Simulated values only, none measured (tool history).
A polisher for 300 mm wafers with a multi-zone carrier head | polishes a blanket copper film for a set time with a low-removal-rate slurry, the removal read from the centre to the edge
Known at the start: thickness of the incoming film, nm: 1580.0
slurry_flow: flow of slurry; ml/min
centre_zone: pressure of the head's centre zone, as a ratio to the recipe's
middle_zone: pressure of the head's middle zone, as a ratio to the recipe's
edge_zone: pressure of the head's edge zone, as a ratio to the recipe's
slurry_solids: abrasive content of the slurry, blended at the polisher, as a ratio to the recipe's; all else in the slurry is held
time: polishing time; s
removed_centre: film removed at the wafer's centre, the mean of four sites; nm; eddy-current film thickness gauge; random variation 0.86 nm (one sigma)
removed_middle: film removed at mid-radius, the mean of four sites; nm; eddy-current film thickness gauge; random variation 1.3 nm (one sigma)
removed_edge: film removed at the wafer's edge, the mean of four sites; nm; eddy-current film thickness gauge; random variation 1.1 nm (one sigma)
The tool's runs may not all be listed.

run 1 hour=0.0 | slurry_flow=150 centre_zone=1.00 middle_zone=1.00 edge_zone=1.00 slurry_solids=1.00 time=42 | removed_centre=103.710 removed_middle=104.920 removed_edge=100.39
run 2 hour=6.0 | slurry_flow=150 centre_zone=1.00 middle_zone=1.00 edge_zone=1.00 slurry_solids=1.15 time=42 | removed_centre=105.690 removed_middle=106.590 removed_edge=104.62
run 3 hour=12.5 | slurry_flow=150 centre_zone=1.00 middle_zone=0.97 edge_zone=1.00 slurry_solids=1.15 time=42 | removed_centre=107.320 removed_middle=104.210 removed_edge=105.27
run 4 hour=20.3 | slurry_flow=150 centre_zone=1.00 middle_zone=0.91 edge_zone=1.00 slurry_solids=1.15 time=42 | removed_centre=105.360 removed_middle=98.781 removed_edge=104.06
run 5 hour=28.7 | slurry_flow=170 centre_zone=1.00 middle_zone=0.91 edge_zone=1.00 slurry_solids=1.15 time=42 | removed_centre=106.980 removed_middle=98.782 removed_edge=106.40
run 6 hour=31.3 | slurry_flow=170 centre_zone=1.00 middle_zone=0.91 edge_zone=1.00 slurry_solids=0.95 time=42 | removed_centre=104.740 removed_middle=98.438 removed_edge=102.72
run 7 hour=37.6 | slurry_flow=170 centre_zone=0.97 middle_zone=0.93 edge_zone=1.02 slurry_solids=0.95 time=42 | removed_centre=100.440 removed_middle=97.499 removed_edge=100.94
run 8 hour=38.8 | slurry_flow=130 centre_zone=0.87 middle_zone=1.03 edge_zone=1.12 slurry_solids=1.20 time=46 | removed_centre=97.991 removed_middle=117.040 removed_edge=117.65
run 9 hour=42.6 | slurry_flow=125 centre_zone=0.86 middle_zone=1.03 edge_zone=1.12 slurry_solids=1.20 time=46 | removed_centre=95.206 removed_middle=114.650 removed_edge=117.95
run 10 hour=43.4 | slurry_flow=120 centre_zone=0.85 middle_zone=1.04 edge_zone=1.11 slurry_solids=1.20 time=46 | removed_centre=93.770 removed_middle=117.050 removed_edge=116.87

Run 11 comes next. What will it give?
run 11 hour=47.1 | slurry_flow=120 centre_zone=0.85 middle_zone=1.04 edge_zone=1.10 slurry_solids=1.20 time=46 | removed_centre=? removed_middle=? removed_edge=?

removed_centre: 94.867 nm
removed_middle: 114.370 nm
removed_edge: 115.38 nm

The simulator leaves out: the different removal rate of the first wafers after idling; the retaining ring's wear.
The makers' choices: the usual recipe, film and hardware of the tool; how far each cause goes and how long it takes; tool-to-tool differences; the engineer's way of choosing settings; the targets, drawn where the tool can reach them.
